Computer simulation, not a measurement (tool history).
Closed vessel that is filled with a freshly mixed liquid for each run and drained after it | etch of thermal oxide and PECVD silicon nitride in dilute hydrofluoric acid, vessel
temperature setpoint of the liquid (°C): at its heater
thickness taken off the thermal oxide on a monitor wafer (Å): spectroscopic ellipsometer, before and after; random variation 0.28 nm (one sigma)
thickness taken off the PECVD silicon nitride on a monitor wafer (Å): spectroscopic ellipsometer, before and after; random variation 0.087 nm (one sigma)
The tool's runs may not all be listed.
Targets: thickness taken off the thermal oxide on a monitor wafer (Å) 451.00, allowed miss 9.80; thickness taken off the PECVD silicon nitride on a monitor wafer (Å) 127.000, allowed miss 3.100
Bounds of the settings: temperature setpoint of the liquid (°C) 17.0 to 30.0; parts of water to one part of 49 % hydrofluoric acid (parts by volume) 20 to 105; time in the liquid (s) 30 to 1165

| run | day | temperature setpoint of the liquid (°C) | parts of water to one part of 49 % hydrofluoric acid (parts by volume) | time in the liquid (s) | thickness taken off the thermal oxide on a monitor wafer (Å) | thickness taken off the PECVD silicon nitride on a monitor wafer (Å) |
|---|---|---|---|---|---|---|
| 1 | 0.000 | 22.0 | 55 | 595 | 494.02 | 152.300 |
| 2 | 0.321 | 21.0 | 55 | 595 | 474.52 | 140.290 |
| 3 | 0.425 | 21.0 | 55 | 440 | 348.28 | 105.600 |
| 4 | 0.612 | 21.0 | 55 | 605 | 479.19 | 142.550 |
| 5 | 0.800 | 20.5 | 55 | 605 | 472.93 | 139.930 |
| 6 | 1.017 | 20.5 | 55 | 405 | 314.29 | 93.615 |
| 7 | 1.275 | 20.5 | 50 | 400 | 346.78 | 101.890 |
| 8 | 1.638 | 20.5 | 50 | 400 | 344.68 | 101.720 |
| 9 | 1.783 | 20.5 | 45 | 395 | 379.60 | 112.400 |
| 10 | 2.092 | 20.0 | 40 | 395 | 421.99 | 121.480 |
| 11 | 2.288 | 19.5 | 40 | 395 | 415.52 | 116.050 |
| 12 | 2.392 | 20.0 | 40 | 395 | 423.47 | 121.800 |
| 13 | 2.654 | 20.0 | 40 | 395 | 420.54 | 121.560 |
| 14 | 2.904 | 19.5 | 35 | 395 | 469.49 | 132.100 |
| 15 | 3.042 | 19.5 | 35 | 370 | 446.79 | 124.980 |

4 next moves are on the table. One of them brings every result within its allowed miss. Which?
| A | 3.179 | 18.0 | 30 | 350 | ? | ? |
| B | 3.179 | 20.0 | 30 | 315 | ? | ? |
| C | 3.179 | 18.0 | 45 | 505 | ? | ? |
| D | 3.179 | 19.0 | 35 | 365 | ? | ? |

| move | thickness taken off the thermal oxide on a monitor wafer (Å) | thickness taken off the PECVD silicon nitride on a monitor wafer (Å) |
|---|---|---|
| A | 462.54 | 122.240 |
| B | 454.06 | 126.700 |
| C | 437.34 | 119.270 |
| D | 429.34 | 117.950 |
A: further off than the last run
B: meets every target
C: further off than the last run
D: further off than the last run
Move B is the one to make.
